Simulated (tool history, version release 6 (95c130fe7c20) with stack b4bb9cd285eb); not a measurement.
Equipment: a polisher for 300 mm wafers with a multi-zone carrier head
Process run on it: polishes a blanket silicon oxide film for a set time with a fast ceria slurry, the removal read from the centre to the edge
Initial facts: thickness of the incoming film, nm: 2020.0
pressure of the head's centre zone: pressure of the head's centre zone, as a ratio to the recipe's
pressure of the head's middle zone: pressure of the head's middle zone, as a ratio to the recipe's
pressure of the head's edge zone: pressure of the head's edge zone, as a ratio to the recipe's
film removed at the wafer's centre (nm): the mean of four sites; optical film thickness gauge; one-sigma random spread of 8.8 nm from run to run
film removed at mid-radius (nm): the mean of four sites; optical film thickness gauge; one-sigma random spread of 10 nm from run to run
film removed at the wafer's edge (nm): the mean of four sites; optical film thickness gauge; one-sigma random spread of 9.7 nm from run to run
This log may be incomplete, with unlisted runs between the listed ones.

run  hour  flow of slurry (ml/min)  pressure of the head's centre zone  pressure of the head's middle zone  pressure of the head's edge zone  polishing time (s)  film removed at the wafer's centre (nm)  film removed at mid-radius (nm)  film removed at the wafer's edge (nm)
  1   0.0                      265                                1.00                                1.00                              1.00                  46                                   683.58                           663.88                                 664.14
  2   2.5                      265                                0.99                                0.99                              1.02                  47                                   706.82                           670.39                                 696.33
  3   3.3                      265                                0.97                                0.99                              1.04                  48                                   683.82                           680.97                                 705.97
  4   5.1                      265                                0.96                                0.98                              1.05                  49                                   688.34                           675.39                                 750.99
  5   7.1                      265                                1.00                                0.98                              1.05                  49                                   740.07                           685.43                                 729.24
  6   9.9                      265                                0.99                                0.98                              1.06                  50                                   723.76                           712.89                                 746.76
  7  15.3                      275                                0.94                                0.88                              1.16                  58                                   812.19                           746.84                                 922.26
  8  21.1                      275                                0.93                                0.89                              1.16                  58                                   815.44                           748.03                                 915.41

Run 9, settings as shown, results not yet in. Your forecast:
  9  24.8                      275                                0.92                                0.90                              1.16                  58                                        ?                                ?                                      ?

For run 9 the tool returned film removed at the wafer's centre (nm) 803.54, film removed at mid-radius (nm) 773.79, film removed at the wafer's edge (nm) 922.30.
